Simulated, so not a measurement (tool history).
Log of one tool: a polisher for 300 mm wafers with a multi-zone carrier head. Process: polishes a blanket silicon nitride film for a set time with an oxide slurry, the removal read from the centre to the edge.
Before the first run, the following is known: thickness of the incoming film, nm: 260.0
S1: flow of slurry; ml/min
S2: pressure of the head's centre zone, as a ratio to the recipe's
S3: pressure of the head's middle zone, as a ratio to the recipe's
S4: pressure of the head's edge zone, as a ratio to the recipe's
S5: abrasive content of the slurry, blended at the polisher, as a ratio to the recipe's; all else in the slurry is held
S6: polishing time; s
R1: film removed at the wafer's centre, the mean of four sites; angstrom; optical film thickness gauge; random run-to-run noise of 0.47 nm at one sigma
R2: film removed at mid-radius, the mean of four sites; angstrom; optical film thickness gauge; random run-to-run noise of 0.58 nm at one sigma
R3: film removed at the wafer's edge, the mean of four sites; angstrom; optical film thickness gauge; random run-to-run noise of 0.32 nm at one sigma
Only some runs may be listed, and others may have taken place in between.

Run 1, hour 0: S1 295 ml/min, S2 1, S3 1, S4 1, S5 1, S6 83 s. Result: R1 413.42 angstrom, R2 417.63 angstrom, R3 427.83 angstrom.
Run 2, hour 6.4: S1 295 ml/min, S2 1, S3 1.06, S4 1, S5 1, S6 83 s. Result: R1 417.37 angstrom, R2 433.67 angstrom, R3 426.74 angstrom.
Run 3, hour 10.6: S1 300 ml/min, S2 1.02, S3 1.05, S4 1.02, S5 1, S6 83 s. Result: R1 427.46 angstrom, R2 434.67 angstrom, R3 430.43 angstrom.
Run 4, hour 19.1: S1 365 ml/min, S2 1.02, S3 1.05, S4 1.02, S5 1, S6 83 s. Result: R1 424.94 angstrom, R2 435.18 angstrom, R3 433.84 angstrom.
Run 5, hour 25.4: S1 365 ml/min, S2 1.02, S3 1.05, S4 1.02, S5 1, S6 65 s. Result: R1 332.09 angstrom, R2 334.85 angstrom, R3 338.33 angstrom.
Run 6, hour 26.9: S1 365 ml/min, S2 1.04, S3 1.04, S4 1.04, S5 1.1, S6 66 s. Result: R1 364.07 angstrom, R2 359.8 angstrom, R3 355.26 angstrom.
Run 7, hour 34.5: S1 365 ml/min, S2 1.04, S3 1.01, S4 1.06, S5 1.15, S6 67 s. Result: R1 373.14 angstrom, R2 363.81 angstrom, R3 378.62 angstrom.
Run 8, hour 37: S1 365 ml/min, S2 1.05, S3 1, S4 1.07, S5 1.2, S6 67 s. Result: R1 378.89 angstrom, R2 360.26 angstrom, R3 383.49 angstrom.
Run 9, hour 42.4: S1 365 ml/min, S2 1.06, S3 1, S4 1.08, S5 1.25, S6 68 s. Result: R1 401.67 angstrom, R2 377.75 angstrom, R3 398.99 angstrom.
Run 10, hour 50.3: S1 380 ml/min, S2 1.12, S3 0.98, S4 1.18, S5 1.5, S6 69 s. Result: R1 453.84 angstrom, R2 395.71 angstrom, R3 455.86 angstrom.
Run 11, hour 55.4: S1 380 ml/min, S2 1.13, S3 0.99, S4 1.18, S5 1.5, S6 69 s. Result: R1 462.96 angstrom, R2 401.69 angstrom, R3 449.06 angstrom.

Predict the results of run 12:
Run 12, hour 61.4: S1 380 ml/min, S2 1.13, S3 0.99, S4 1.18, S5 1.5, S6 70 s. Result: R1 ?, R2 ?, R3 ?.

R1: 462.37 angstrom
R2: 411.06 angstrom
R3: 451.54 angstrom
